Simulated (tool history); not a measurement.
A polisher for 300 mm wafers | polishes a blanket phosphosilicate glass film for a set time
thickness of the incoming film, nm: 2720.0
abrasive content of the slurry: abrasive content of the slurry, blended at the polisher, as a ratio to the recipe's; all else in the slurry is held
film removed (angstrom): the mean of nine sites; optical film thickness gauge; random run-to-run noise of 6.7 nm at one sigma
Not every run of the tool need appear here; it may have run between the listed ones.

run	hour	flow of slurry (ml/min)	pressure of the wafer on the pad (kPa)	speed of the pad under the wafer (cm/s)	abrasive content of the slurry	polishing time (s)	film removed (angstrom)
1	0.0	160	24.8	106	1.0	33	4079.1
2	8.2	195	24.8	106	1.0	33	4181.0
3	16.3	195	24.8	106	1.0	29	3628.3
4	24.9	195	26.2	106	1.0	29	3788.0
5	28.0	180	26.2	106	1.0	29	3777.9
6	34.0	180	26.2	106	0.9	29	3523.6
7	34.9	180	28.3	108	0.9	29	3802.4
8	39.1	180	29.6	110	0.9	29	3944.5
9	43.4	180	31.0	114	0.9	29	4252.3
10	47.9	190	37.9	116	0.9	29	4882.4
11	51.9	190	37.9	118	0.9	29	4993.2

Run 12 is up next; what results do you expect?
12	59.6	190	37.9	120	0.9	29	?

{"run 12": {"film removed (angstrom)": 5057.6}}
